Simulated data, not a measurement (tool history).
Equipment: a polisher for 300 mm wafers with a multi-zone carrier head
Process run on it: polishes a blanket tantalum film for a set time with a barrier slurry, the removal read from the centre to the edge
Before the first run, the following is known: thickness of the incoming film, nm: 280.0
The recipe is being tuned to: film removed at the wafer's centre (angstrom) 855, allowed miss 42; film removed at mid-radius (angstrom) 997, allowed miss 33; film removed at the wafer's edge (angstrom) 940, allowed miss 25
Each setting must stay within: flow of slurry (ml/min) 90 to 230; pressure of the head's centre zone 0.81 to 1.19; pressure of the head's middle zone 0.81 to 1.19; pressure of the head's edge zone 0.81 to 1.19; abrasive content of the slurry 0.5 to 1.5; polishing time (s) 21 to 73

run,hour,flow of slurry (ml/min),pressure of the head's centre zone,pressure of the head's middle zone,pressure of the head's edge zone,abrasive content of the slurry,polishing time (s),film removed at the wafer's centre (angstrom),film removed at mid-radius (angstrom),film removed at the wafer's edge (angstrom)
1,0,150,1,1,1,1,47,794.6,810.33,819.09
2,8.4,150,1,1,1,0.9,47,760.23,778.16,795.77
3,17,150,1,1,1,0.9,56,928.84,946.02,937.29
4,21,150,1,1,1,0.8,56,882.42,880.28,899.53
5,23.3,150,1,1,1,0.8,60,940.3,958.49,962.03
6,26.2,150,1,1,1,0.8,71,1074.5,1138.6,1149
7,35,145,0.98,1,0.97,0.75,71,1062.8,1077.3,1079.6
8,38.9,110,0.88,1.1,0.96,0.65,70,879.55,1038.8,958.54
9,43.3,110,0.88,1.1,0.96,0.65,70,850.77,1017.7,966.45

Which one of the following 5 next-run settings gets every result inside its allowed miss? There is exactly one.
A,47.7,125,0.88,1.13,1,0.6,72,?,?,?
B,47.7,100,0.95,1.12,0.99,0.6,71,?,?,?
C,47.7,115,0.83,1.19,0.95,0.6,72,?,?,?
D,47.7,155,0.88,1.05,1.04,0.7,65,?,?,?
E,47.7,105,0.86,1.08,1.02,0.65,72,?,?,?

move,film removed at the wafer's centre (angstrom),film removed at mid-radius (angstrom),film removed at the wafer's edge (angstrom)
A,884.41,1052.4,987.38
B,857.61,979.19,937.82
C,840.55,1080.9,956.03
D,903.05,1003.6,1005.7
E,869.65,1013.9,1009.6
A: lands further from the targets than the last run did
B: all results in spec
C: gets the furthest-off result to its target, but another result is out of tolerance
D: lands further from the targets than the last run did
E: lands further from the targets than the last run did
Go with B: it meets all targets.
